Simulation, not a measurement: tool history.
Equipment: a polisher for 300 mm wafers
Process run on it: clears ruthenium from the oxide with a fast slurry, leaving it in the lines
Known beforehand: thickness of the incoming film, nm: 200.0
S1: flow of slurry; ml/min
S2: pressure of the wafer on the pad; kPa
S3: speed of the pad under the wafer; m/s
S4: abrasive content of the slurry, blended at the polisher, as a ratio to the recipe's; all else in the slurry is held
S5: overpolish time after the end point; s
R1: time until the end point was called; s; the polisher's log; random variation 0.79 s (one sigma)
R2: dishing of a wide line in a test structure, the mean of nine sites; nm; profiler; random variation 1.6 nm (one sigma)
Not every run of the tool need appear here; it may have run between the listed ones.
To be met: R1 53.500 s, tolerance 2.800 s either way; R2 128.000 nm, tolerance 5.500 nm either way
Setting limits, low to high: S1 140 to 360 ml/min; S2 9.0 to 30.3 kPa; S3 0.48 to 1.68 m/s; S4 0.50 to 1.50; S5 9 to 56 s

run 1 hour=0.0 | S1=230 S2=19.3 S3=1.08 S4=1.00 S5=29 | R1=50.745 R2=87.250
run 2 hour=7.4 | S1=230 S2=19.3 S3=1.08 S4=1.00 S5=35 | R1=49.649 R2=104.240
run 3 hour=16.4 | S1=260 S2=19.3 S3=1.08 S4=1.00 S5=35 | R1=48.650 R2=106.530
run 4 hour=20.9 | S1=205 S2=19.3 S3=1.08 S4=1.00 S5=35 | R1=51.865 R2=104.310
run 5 hour=26.6 | S1=205 S2=19.3 S3=1.08 S4=0.80 S5=35 | R1=54.739 R2=97.273
run 6 hour=35.2 | S1=205 S2=19.3 S3=1.08 S4=0.80 S5=42 | R1=55.946 R2=113.630
run 7 hour=40.7 | S1=205 S2=19.3 S3=1.08 S4=0.80 S5=43 | R1=55.360 R2=114.860
run 8 hour=47.0 | S1=205 S2=19.3 S3=1.08 S4=0.80 S5=44 | R1=53.065 R2=115.300
run 9 hour=48.4 | S1=200 S2=19.3 S3=1.08 S4=0.80 S5=45 | R1=55.379 R2=120.410

5 next moves are on the table. One of them brings every result within its allowed miss. Which?
run A hour=49.8 | S1=215 S2=20.0 S3=1.00 S4=0.65 S5=43 | R1=? R2=?
run B hour=49.8 | S1=165 S2=16.5 S3=1.24 S4=1.00 S5=40 | R1=? R2=?
run C hour=49.8 | S1=225 S2=21.4 S3=0.94 S4=0.75 S5=44 | R1=? R2=?
run D hour=49.8 | S1=145 S2=19.3 S3=1.18 S4=0.80 S5=54 | R1=? R2=?
run E hour=49.8 | S1=165 S2=20.7 S3=1.00 S4=1.00 S5=48 | R1=? R2=?

move=A R1=57.393 R2=109.790
move=B R1=52.634 R2=111.010
move=C R1=54.415 R2=116.420
move=D R1=51.348 R2=141.070
move=E R1=51.261 R2=129.860
A: further off than the last run
B: further off than the last run
C: further off than the last run
D: carries the result that was furthest off beyond its target, to the other side
E: every result lands within tolerance
Move E is the one to make.

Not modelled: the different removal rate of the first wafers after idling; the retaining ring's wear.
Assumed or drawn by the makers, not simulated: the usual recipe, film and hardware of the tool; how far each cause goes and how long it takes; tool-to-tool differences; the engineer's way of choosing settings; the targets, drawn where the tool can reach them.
